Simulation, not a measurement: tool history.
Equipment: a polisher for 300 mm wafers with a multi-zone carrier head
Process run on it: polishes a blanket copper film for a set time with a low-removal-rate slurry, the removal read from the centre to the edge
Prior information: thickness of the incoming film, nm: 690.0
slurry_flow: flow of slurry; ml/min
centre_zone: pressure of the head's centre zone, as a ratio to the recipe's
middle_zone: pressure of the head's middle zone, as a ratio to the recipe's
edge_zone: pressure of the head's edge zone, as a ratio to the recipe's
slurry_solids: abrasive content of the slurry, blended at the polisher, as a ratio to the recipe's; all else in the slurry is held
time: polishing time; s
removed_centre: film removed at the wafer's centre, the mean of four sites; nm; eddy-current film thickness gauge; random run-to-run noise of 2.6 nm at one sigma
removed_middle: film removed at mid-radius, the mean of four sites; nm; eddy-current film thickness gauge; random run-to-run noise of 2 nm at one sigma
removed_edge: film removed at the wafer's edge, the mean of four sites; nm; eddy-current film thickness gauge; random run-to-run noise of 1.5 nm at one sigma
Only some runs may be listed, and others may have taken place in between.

run 1 hour=0.0 | slurry_flow=175 centre_zone=1.00 middle_zone=1.00 edge_zone=1.00 slurry_solids=1.00 time=73 | removed_centre=233.61 removed_middle=229.67 removed_edge=234.37
run 2 hour=2.4 | slurry_flow=170 centre_zone=1.02 middle_zone=0.96 edge_zone=0.96 slurry_solids=0.85 time=69 | removed_centre=222.59 removed_middle=204.27 removed_edge=216.05
run 3 hour=10.1 | slurry_flow=170 centre_zone=1.02 middle_zone=0.96 edge_zone=1.04 slurry_solids=0.85 time=69 | removed_centre=221.33 removed_middle=203.82 removed_edge=221.02
run 4 hour=16.2 | slurry_flow=170 centre_zone=1.05 middle_zone=0.96 edge_zone=1.04 slurry_solids=0.85 time=69 | removed_centre=226.64 removed_middle=202.91 removed_edge=220.28
run 5 hour=24.0 | slurry_flow=170 centre_zone=1.05 middle_zone=1.03 edge_zone=1.04 slurry_solids=0.85 time=69 | removed_centre=227.55 removed_middle=217.52 removed_edge=221.78
run 6 hour=29.2 | slurry_flow=170 centre_zone=1.07 middle_zone=1.00 edge_zone=1.01 slurry_solids=0.75 time=64 | removed_centre=211.75 removed_middle=193.75 removed_edge=199.69
run 7 hour=35.6 | slurry_flow=170 centre_zone=1.07 middle_zone=1.00 edge_zone=1.01 slurry_solids=0.75 time=64 | removed_centre=207.52 removed_middle=192.21 removed_edge=198.80
run 8 hour=40.9 | slurry_flow=165 centre_zone=1.09 middle_zone=0.97 edge_zone=0.98 slurry_solids=0.65 time=62 | removed_centre=204.00 removed_middle=176.93 removed_edge=185.47
run 9 hour=45.4 | slurry_flow=155 centre_zone=1.09 middle_zone=0.95 edge_zone=0.96 slurry_solids=0.60 time=61 | removed_centre=198.98 removed_middle=167.21 removed_edge=178.61

Run 10 is up next; what results do you expect?
run 10 hour=52.1 | slurry_flow=150 centre_zone=1.09 middle_zone=0.94 edge_zone=0.94 slurry_solids=0.55 time=61 | removed_centre=? removed_middle=? removed_edge=?

{"run 10": {"removed_centre": 187.59, "removed_middle": 162.58, "removed_edge": 172.64}}

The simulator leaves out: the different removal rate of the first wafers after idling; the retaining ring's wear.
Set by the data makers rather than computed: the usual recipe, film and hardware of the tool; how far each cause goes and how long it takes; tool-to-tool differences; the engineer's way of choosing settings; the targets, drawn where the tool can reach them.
